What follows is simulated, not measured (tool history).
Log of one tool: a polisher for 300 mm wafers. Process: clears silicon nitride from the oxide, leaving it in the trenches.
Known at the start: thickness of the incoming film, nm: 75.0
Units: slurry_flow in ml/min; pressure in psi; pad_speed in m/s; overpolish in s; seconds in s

run  hour  slurry_flow  pressure  pad_speed  overpolish  seconds
  1   0.0          200       1.9       0.86           9   178.41
  2   7.6          200       1.9       1.06           9   147.90
  3  10.5          200       1.7       1.04           9   165.64
  4  12.3          200       1.7       1.04           9   167.38
  5  16.1          160       1.7       1.04           9   179.15
  6  21.1          160       1.7       1.04           8   178.44
  7  28.4          155       1.6       1.04           8   185.76

Forecast run 8:
  8  29.2          155       1.5       1.04           8        ?

{"run 8": {"seconds": 195.13}}

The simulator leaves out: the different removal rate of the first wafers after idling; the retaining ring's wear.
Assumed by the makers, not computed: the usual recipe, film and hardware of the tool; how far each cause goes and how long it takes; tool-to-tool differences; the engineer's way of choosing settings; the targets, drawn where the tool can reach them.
